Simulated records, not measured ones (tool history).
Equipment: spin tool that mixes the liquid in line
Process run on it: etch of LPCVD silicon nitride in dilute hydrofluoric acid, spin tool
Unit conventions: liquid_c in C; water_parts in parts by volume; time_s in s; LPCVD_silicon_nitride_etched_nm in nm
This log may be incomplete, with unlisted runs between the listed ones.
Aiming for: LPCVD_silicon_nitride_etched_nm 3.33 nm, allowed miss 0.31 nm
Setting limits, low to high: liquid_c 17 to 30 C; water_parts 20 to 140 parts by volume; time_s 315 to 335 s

| run | hour | liquid_c | water_parts | time_s | LPCVD_silicon_nitride_etched_nm |
|---|---|---|---|---|---|
| 1 | 0 | 22 | 75 | 315 | 1.9127 |
| 2 | 4.5 | 23.5 | 70 | 315 | 2.2175 |
| 3 | 6.3 | 24.5 | 65 | 315 | 2.5244 |
| 4 | 8.5 | 22.5 | 65 | 315 | 2.2382 |
| 5 | 11.2 | 23.5 | 60 | 315 | 2.6892 |
| 6 | 20 | 20.5 | 60 | 315 | 2.2511 |
| 7 | 20.7 | 21.5 | 55 | 315 | 2.4369 |
| 8 | 24.4 | 25.5 | 40 | 320 | 4.6173 |
| 9 | 28.8 | 24.5 | 40 | 320 | 4.3607 |
| 10 | 35.4 | 24 | 40 | 320 | 4.1912 |
| 11 | 43.1 | 24 | 40 | 320 | 4.0506 |
| 12 | 47.2 | 23.5 | 40 | 320 | 4.1365 |

Exercise: of the 4 proposed moves below, exactly one satisfies all targets within the stated allowed misses. Which move is it?
| A | 51.3 | 24 | 40 | 330 | ? |
| B | 51.3 | 21 | 50 | 325 | ? |
| C | 51.3 | 25 | 55 | 320 | ? |
| D | 51.3 | 21 | 50 | 315 | ? |

| move | LPCVD_silicon_nitride_etched_nm |
|---|---|
| A | 4.341 |
| B | 2.802 |
| C | 3.2972 |
| D | 2.7157 |
A: lands further from the targets than the last run did
B: carries the result that was furthest off beyond its target, to the other side
C: all results in spec
D: carries the result that was furthest off beyond its target, to the other side
Answer: C
